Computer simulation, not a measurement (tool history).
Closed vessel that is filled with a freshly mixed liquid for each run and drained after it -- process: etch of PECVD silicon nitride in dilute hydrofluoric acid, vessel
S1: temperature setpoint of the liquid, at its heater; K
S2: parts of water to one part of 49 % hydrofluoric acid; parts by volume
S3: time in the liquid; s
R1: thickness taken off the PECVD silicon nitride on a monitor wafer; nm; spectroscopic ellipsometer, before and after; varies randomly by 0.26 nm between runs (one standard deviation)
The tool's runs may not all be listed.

run	hour	S1	S2	S3	R1
1	0.0	299.15	265	2795	46.773
2	8.0	299.15	265	3005	50.762
3	9.4	299.15	265	3005	51.343
4	13.9	299.15	265	3005	50.601
5	15.7	298.15	265	3005	47.545
6	24.7	301.15	265	3005	57.771
7	31.6	300.15	265	3005	54.078
8	34.4	299.15	265	3005	51.599
9	36.7	298.15	265	3005	48.014
10	38.4	297.65	265	3005	46.722
11	42.8	297.15	265	3005	44.806

Run 12 comes next. What will it give?
12	48.8	296.65	265	3005	?

Logged for run 12: R1 43.388 nm.

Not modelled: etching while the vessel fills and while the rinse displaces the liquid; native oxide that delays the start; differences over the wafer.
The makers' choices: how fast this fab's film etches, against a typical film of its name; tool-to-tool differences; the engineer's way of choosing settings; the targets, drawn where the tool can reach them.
